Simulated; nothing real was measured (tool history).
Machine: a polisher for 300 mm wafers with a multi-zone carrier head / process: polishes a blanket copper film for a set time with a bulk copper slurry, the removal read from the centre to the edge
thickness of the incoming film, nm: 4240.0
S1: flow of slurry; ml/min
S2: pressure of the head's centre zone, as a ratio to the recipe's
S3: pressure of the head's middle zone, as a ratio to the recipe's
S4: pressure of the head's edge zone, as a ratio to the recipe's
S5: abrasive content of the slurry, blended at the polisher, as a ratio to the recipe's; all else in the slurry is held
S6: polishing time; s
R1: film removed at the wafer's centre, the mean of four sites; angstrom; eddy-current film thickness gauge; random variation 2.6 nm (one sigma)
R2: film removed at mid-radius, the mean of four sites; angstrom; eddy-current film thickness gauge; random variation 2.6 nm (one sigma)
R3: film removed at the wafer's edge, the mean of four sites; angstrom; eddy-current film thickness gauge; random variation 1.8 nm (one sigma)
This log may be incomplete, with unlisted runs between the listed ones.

run	hour	S1	S2	S3	S4	S5	S6	R1	R2	R3
1	0	245	1	1	1	1	34	3507.7	3676.4	3488.9
2	8	245	1	0.97	1	1	34	3604.1	3584.8	3513
3	8.5	245	1	1.03	1	1	34	3484.5	3642.3	3493.4
4	13.6	235	1.03	0.98	0.98	0.85	30	3039.7	2975.2	2917
5	15.1	275	1.03	0.98	0.98	0.85	30	3072.9	3100.5	2963.8
6	23.2	255	1.05	0.95	0.93	0.75	29	2919.8	2697	2664.8
7	26.5	250	1.06	0.95	0.89	0.65	29	2800.1	2592.6	2524.7
8	34.1	245	1.07	0.94	0.86	0.6	29	2750.2	2485	2392.1
9	42.5	230	1.07	0.93	0.84	0.55	29	2694.3	2437.7	2297.7

Run 10 has not been measured yet. What should we expect?
10	50.2	220	1.07	0.91	0.83	0.55	29	?	?	?

For run 10 the tool returned R1 2717.1 angstrom, R2 2402.6 angstrom, R3 2268 angstrom.
